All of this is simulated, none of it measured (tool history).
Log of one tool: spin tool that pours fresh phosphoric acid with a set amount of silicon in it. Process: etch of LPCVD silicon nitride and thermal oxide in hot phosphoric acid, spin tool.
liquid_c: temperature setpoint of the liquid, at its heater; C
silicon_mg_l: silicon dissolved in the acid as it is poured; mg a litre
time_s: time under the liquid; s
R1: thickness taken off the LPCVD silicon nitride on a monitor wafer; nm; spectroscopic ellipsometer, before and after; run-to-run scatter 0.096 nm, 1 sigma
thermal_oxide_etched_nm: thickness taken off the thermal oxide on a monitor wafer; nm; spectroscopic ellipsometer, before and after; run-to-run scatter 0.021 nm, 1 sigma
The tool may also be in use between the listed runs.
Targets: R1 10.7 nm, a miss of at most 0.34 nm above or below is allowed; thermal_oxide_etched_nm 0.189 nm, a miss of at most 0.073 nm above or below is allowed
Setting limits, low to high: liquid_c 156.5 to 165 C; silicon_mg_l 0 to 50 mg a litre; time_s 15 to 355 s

run 1 hour=0 | liquid_c=160 silicon_mg_l=28.5 time_s=180 | R1=13.223 thermal_oxide_etched_nm=0.16393
run 2 hour=8.7 | liquid_c=162 silicon_mg_l=28.5 time_s=180 | R1=14.1 thermal_oxide_etched_nm=0.16125
run 3 hour=12.7 | liquid_c=162 silicon_mg_l=22 time_s=180 | R1=13.986 thermal_oxide_etched_nm=0.24938
run 4 hour=21.6 | liquid_c=161 silicon_mg_l=22 time_s=175 | R1=13.239 thermal_oxide_etched_nm=0.22416
run 5 hour=28.6 | liquid_c=159.5 silicon_mg_l=22 time_s=175 | R1=12.558 thermal_oxide_etched_nm=0.181
run 6 hour=32.8 | liquid_c=159.5 silicon_mg_l=35.5 time_s=175 | R1=12.835 thermal_oxide_etched_nm=0.11615
run 7 hour=38.1 | liquid_c=159 silicon_mg_l=31 time_s=170 | R1=12.094 thermal_oxide_etched_nm=0.13582
run 8 hour=40.3 | liquid_c=158.5 silicon_mg_l=28 time_s=165 | R1=11.396 thermal_oxide_etched_nm=0.16337
run 9 hour=49.1 | liquid_c=158 silicon_mg_l=27 time_s=165 | R1=11.166 thermal_oxide_etched_nm=0.14299
run 10 hour=52.5 | liquid_c=158 silicon_mg_l=27 time_s=165 | R1=11.217 thermal_oxide_etched_nm=0.14816
run 11 hour=60.6 | liquid_c=158 silicon_mg_l=25 time_s=165 | R1=11.289 thermal_oxide_etched_nm=0.18707

Which of these 4 next moves meets every target?
run A hour=68.7 | liquid_c=157 silicon_mg_l=19.5 time_s=160 | R1=? thermal_oxide_etched_nm=?
run B hour=68.7 | liquid_c=158.5 silicon_mg_l=18 time_s=185 | R1=? thermal_oxide_etched_nm=?
run C hour=68.7 | liquid_c=159.5 silicon_mg_l=23.5 time_s=165 | R1=? thermal_oxide_etched_nm=?
run D hour=68.7 | liquid_c=158 silicon_mg_l=22 time_s=165 | R1=? thermal_oxide_etched_nm=?

move=A R1=10.637 thermal_oxide_etched_nm=0.1528
move=B R1=12.945 thermal_oxide_etched_nm=0.20618
move=C R1=11.945 thermal_oxide_etched_nm=0.16873
move=D R1=11.351 thermal_oxide_etched_nm=0.15796
A: every result lands within tolerance
B: misses by more than the last run did
C: misses by more than the last run did
D: misses by more than the last run did
Go with A: it meets all targets.
